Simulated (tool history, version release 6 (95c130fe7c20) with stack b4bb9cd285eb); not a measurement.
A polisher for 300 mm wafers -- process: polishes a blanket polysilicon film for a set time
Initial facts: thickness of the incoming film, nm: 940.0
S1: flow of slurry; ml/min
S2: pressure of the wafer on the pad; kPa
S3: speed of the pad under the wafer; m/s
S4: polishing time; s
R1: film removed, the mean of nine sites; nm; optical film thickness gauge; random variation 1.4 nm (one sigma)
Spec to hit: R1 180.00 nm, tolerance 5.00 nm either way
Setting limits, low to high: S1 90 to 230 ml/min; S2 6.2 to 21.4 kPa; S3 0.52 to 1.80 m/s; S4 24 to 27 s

run,hour,S1,S2,S3,S4,R1
1,0.0,150,13.8,1.16,27,159.21
2,7.7,155,13.8,1.16,27,157.96
3,12.2,160,14.5,1.16,27,166.95
4,21.2,160,14.5,1.16,24,149.10
5,26.0,160,11.0,1.16,24,114.63
6,31.8,145,11.0,1.16,24,112.02
7,36.7,150,11.7,1.16,24,119.71
8,43.7,155,12.4,1.16,24,126.82
9,44.6,155,13.1,1.16,24,134.47
10,47.2,155,13.8,1.16,24,142.23
11,52.6,155,14.5,1.16,24,146.34
12,54.7,160,15.2,1.16,24,157.33
13,58.5,160,15.9,1.16,24,163.34
14,65.4,165,16.5,1.16,24,171.55

Below are 4 possible settings for the next run. Only one of them brings all results inside the allowed miss of their targets. Which is it?
A,72.3,140,15.9,1.32,26,?
B,72.3,170,16.5,1.20,26,?
C,72.3,170,16.5,1.24,25,?
D,72.3,165,15.9,1.30,24,?

move,R1
A,194.88
B,191.71
C,190.22
D,182.44
A: pushes the last run's worst result past its target
B: pushes the last run's worst result past its target
C: pushes the last run's worst result past its target
D: all results in spec
The right move is D.
